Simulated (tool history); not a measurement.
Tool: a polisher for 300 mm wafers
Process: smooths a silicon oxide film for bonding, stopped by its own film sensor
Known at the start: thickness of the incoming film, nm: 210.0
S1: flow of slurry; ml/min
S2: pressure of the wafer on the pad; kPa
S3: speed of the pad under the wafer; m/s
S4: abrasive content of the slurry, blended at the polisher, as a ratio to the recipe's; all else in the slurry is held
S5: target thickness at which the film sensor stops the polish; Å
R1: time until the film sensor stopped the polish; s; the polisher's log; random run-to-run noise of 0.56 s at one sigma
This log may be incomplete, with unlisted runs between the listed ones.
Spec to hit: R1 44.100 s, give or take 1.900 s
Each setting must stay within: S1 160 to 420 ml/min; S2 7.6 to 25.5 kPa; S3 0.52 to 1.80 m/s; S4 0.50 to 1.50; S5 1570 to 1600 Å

Run 1, hour 0.0: S1 270 ml/min, S2 16.5 kPa, S3 1.16 m/s, S4 1.00, S5 1600 Å. Result: R1 53.432 s.
Run 2, hour 1.7: S1 295 ml/min, S2 16.5 kPa, S3 1.16 m/s, S4 1.00, S5 1600 Å. Result: R1 55.578 s.
Run 3, hour 2.6: S1 295 ml/min, S2 16.5 kPa, S3 1.16 m/s, S4 1.00, S5 1570 Å. Result: R1 56.636 s.
Run 4, hour 4.7: S1 295 ml/min, S2 16.5 kPa, S3 1.16 m/s, S4 0.85, S5 1570 Å. Result: R1 63.886 s.
Run 5, hour 9.4: S1 295 ml/min, S2 18.6 kPa, S3 1.16 m/s, S4 0.85, S5 1570 Å. Result: R1 57.493 s.
Run 6, hour 17.7: S1 325 ml/min, S2 18.6 kPa, S3 1.16 m/s, S4 0.85, S5 1570 Å. Result: R1 57.546 s.
Run 7, hour 22.4: S1 325 ml/min, S2 19.3 kPa, S3 1.16 m/s, S4 0.85, S5 1570 Å. Result: R1 55.399 s.
Run 8, hour 25.1: S1 325 ml/min, S2 20.0 kPa, S3 1.16 m/s, S4 0.85, S5 1570 Å. Result: R1 55.636 s.

Which one of the following 5 next-run settings gets every result inside its allowed miss? There is exactly one.
Run A, hour 27.8: S1 260 ml/min, S2 13.8 kPa, S3 1.22 m/s, S4 0.85, S5 1570 Å. Result: R1 ?.
Run B, hour 27.8: S1 330 ml/min, S2 20.0 kPa, S3 1.02 m/s, S4 0.85, S5 1570 Å. Result: R1 ?.
Run C, hour 27.8: S1 225 ml/min, S2 21.4 kPa, S3 1.30 m/s, S4 0.80, S5 1600 Å. Result: R1 ?.
Run D, hour 27.8: S1 310 ml/min, S2 21.4 kPa, S3 1.30 m/s, S4 0.80, S5 1590 Å. Result: R1 ?.
Run E, hour 27.8: S1 305 ml/min, S2 20.7 kPa, S3 1.20 m/s, S4 0.95, S5 1600 Å. Result: R1 ?.

move      R1
   A  73.089
   B  60.374
   C  48.179
   D  47.690
   E  45.021
A: lands further from the targets than the last run did
B: lands further from the targets than the last run did
C: closer than the last run, but not yet in spec
D: closer than the last run, but not yet in spec
E: every result within its allowed miss
Answer: E
